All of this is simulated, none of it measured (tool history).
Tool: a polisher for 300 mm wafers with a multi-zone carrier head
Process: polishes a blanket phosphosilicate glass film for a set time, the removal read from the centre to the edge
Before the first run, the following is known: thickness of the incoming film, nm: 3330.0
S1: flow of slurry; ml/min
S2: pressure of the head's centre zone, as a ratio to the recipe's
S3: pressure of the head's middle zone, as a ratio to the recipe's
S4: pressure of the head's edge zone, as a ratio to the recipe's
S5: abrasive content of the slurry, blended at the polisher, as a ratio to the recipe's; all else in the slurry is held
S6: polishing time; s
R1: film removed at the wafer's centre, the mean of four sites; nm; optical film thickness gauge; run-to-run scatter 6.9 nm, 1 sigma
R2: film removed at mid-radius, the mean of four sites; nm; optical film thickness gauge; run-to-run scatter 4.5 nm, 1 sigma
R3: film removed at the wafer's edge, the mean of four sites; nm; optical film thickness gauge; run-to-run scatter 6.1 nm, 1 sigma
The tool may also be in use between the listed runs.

{"run": 1, "day": 0.0, "S1": 275, "S2": 1, "S3": 1, "S4": 1, "S5": 1, "S6": 89, "R1": 756.98, "R2": 722.23, "R3": 758.61}
{"run": 2, "day": 0.083, "S1": 275, "S2": 1.07, "S3": 1, "S4": 1, "S5": 1, "S6": 89, "R1": 808.99, "R2": 726.89, "R3": 760.55}
{"run": 3, "day": 0.342, "S1": 270, "S2": 1.02, "S3": 0.98, "S4": 0.99, "S5": 0.9, "S6": 87, "R1": 709.08, "R2": 658.52, "R3": 704.07}
{"run": 4, "day": 0.708, "S1": 270, "S2": 0.99, "S3": 0.96, "S4": 0.97, "S5": 0.8, "S6": 85, "R1": 632.9, "R2": 607.27, "R3": 629.83}
{"run": 5, "day": 0.896, "S1": 265, "S2": 0.96, "S3": 0.93, "S4": 0.97, "S5": 0.75, "S6": 85, "R1": 576.5, "R2": 576.33, "R3": 620.85}
{"run": 6, "day": 1.271, "S1": 265, "S2": 0.96, "S3": 0.91, "S4": 0.96, "S5": 0.7, "S6": 85, "R1": 587.51, "R2": 545.29, "R3": 599.44}

Estimate the outcome of run 7 from the log above:
{"day": 1.471, "done": "slurry nozzle cleaned"}
{"run": 7, "day": 1.471, "S1": 260, "S2": 0.93, "S3": 0.89, "S4": 0.94, "S5": 0.65, "S6": 85, "R1": "?", "R2": "?", "R3": "?"}

R1: 545.45 nm
R2: 516.8 nm
R3: 573.23 nm
